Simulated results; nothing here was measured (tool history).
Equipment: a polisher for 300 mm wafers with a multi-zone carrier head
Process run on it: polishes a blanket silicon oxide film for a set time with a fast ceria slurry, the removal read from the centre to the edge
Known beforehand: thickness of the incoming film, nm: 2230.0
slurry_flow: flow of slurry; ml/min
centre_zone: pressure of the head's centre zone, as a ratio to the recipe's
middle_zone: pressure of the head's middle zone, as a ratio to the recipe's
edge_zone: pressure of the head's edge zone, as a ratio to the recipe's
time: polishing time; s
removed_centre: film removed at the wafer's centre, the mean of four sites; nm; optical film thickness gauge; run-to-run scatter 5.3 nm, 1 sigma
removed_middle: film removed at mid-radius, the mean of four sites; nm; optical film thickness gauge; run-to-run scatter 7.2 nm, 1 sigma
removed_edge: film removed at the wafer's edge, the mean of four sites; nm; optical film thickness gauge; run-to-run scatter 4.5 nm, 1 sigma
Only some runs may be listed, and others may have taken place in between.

| run | hour | slurry_flow | centre_zone | middle_zone | edge_zone | time | removed_centre | removed_middle | removed_edge |
|---|---|---|---|---|---|---|---|---|---|
| 1 | 0.0 | 210 | 1.00 | 1.00 | 1.00 | 59 | 889.62 | 878.60 | 861.47 |
| 2 | 5.9 | 210 | 1.00 | 1.00 | 1.00 | 66 | 973.71 | 986.76 | 964.98 |
| 3 | 12.0 | 175 | 1.00 | 1.00 | 1.00 | 66 | 955.45 | 960.23 | 947.06 |
| 4 | 20.1 | 210 | 1.00 | 1.00 | 1.00 | 66 | 988.77 | 978.97 | 963.15 |
| 5 | 21.6 | 210 | 1.00 | 1.00 | 0.96 | 66 | 975.77 | 977.11 | 941.36 |
| 6 | 29.5 | 210 | 1.00 | 0.94 | 0.96 | 66 | 966.73 | 944.69 | 943.34 |
| 7 | 37.8 | 200 | 0.97 | 0.93 | 0.95 | 64 | 891.77 | 899.02 | 916.10 |
| 8 | 39.6 | 195 | 0.95 | 0.93 | 0.94 | 62 | 851.26 | 865.62 | 877.83 |
| 9 | 42.8 | 185 | 0.93 | 0.93 | 0.93 | 60 | 796.88 | 851.31 | 845.53 |
| 10 | 45.4 | 180 | 0.92 | 0.92 | 0.92 | 59 | 776.18 | 810.97 | 822.60 |
| 11 | 52.9 | 175 | 0.90 | 0.92 | 0.91 | 58 | 732.30 | 784.91 | 803.46 |
| 12 | 54.9 | 170 | 0.89 | 0.92 | 0.90 | 57 | 725.14 | 766.70 | 778.65 |
| 13 | 60.0 | 170 | 0.88 | 0.93 | 0.91 | 56 | 705.72 | 770.09 | 768.87 |
| 14 | 68.4 | 130 | 0.81 | 0.91 | 0.90 | 50 | 537.06 | 625.41 | 651.56 |
| 15 | 69.4 | 140 | 0.81 | 0.91 | 0.90 | 50 | 541.92 | 644.27 | 671.65 |

Estimate the outcome of run 16 from the log above:
| 16 | 74.8 | 145 | 0.81 | 0.91 | 0.90 | 50 | ? | ? | ? |

Run 16 gave removed_centre 550.24 nm, removed_middle 654.94 nm, removed_edge 673.48 nm.

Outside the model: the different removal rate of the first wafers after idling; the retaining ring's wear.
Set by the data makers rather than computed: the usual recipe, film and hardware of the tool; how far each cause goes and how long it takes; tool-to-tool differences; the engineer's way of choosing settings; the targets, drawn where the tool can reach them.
